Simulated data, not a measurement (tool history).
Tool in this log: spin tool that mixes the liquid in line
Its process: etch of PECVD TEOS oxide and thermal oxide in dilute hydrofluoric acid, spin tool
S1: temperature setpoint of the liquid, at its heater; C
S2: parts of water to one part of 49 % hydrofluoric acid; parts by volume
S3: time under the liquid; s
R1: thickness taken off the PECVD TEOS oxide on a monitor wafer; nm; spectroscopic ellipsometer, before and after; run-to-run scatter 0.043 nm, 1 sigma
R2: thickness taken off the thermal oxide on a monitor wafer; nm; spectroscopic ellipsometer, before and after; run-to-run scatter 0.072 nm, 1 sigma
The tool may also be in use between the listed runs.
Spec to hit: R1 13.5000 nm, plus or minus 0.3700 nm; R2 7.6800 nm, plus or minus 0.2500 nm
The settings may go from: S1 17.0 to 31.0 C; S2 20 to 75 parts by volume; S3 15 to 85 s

Run 1, day 0.000: S1 23.0 C, S2 45 parts by volume, S3 45 s. Result: R1 8.9509 nm, R2 5.0972 nm.
Run 2, day 0.279: S1 26.0 C, S2 45 parts by volume, S3 45 s. Result: R1 10.1580 nm, R2 5.7956 nm.
Run 3, day 0.371: S1 26.0 C, S2 45 parts by volume, S3 55 s. Result: R1 12.4420 nm, R2 6.9737 nm.
Run 4, day 0.592: S1 26.0 C, S2 60 parts by volume, S3 55 s. Result: R1 9.0853 nm, R2 5.1979 nm.
Run 5, day 0.842: S1 27.5 C, S2 60 parts by volume, S3 55 s. Result: R1 9.6826 nm, R2 5.4457 nm.
Run 6, day 0.871: S1 28.5 C, S2 55 parts by volume, S3 55 s. Result: R1 11.0440 nm, R2 6.2936 nm.
Run 7, day 1.108: S1 29.0 C, S2 55 parts by volume, S3 55 s. Result: R1 11.2380 nm, R2 6.5015 nm.
Run 8, day 1.438: S1 29.5 C, S2 50 parts by volume, S3 55 s. Result: R1 12.7480 nm, R2 7.2293 nm.
Run 9, day 1.679: S1 30.0 C, S2 50 parts by volume, S3 55 s. Result: R1 12.9320 nm, R2 7.4330 nm.

Which single option among these 4 for the next run brings every result within its allowed miss of target? Just one does.
Run A, day 1.921: S1 30.0 C, S2 55 parts by volume, S3 60 s. Result: R1 ?, R2 ?.
Run B, day 1.921: S1 24.5 C, S2 50 parts by volume, S3 65 s. Result: R1 ?, R2 ?.
Run C, day 1.921: S1 23.5 C, S2 50 parts by volume, S3 70 s. Result: R1 ?, R2 ?.
Run D, day 1.921: S1 29.0 C, S2 50 parts by volume, S3 60 s. Result: R1 ?, R2 ?.

move       R1      R2
   A  12.7810  7.3703
   B  12.3090  7.0984
   C  12.7220  7.3362
   D  13.6200  7.8541
A: lands further from the targets than the last run did
B: lands further from the targets than the last run did
C: lands further from the targets than the last run did
D: hits every target within its allowed miss
D meets every target.
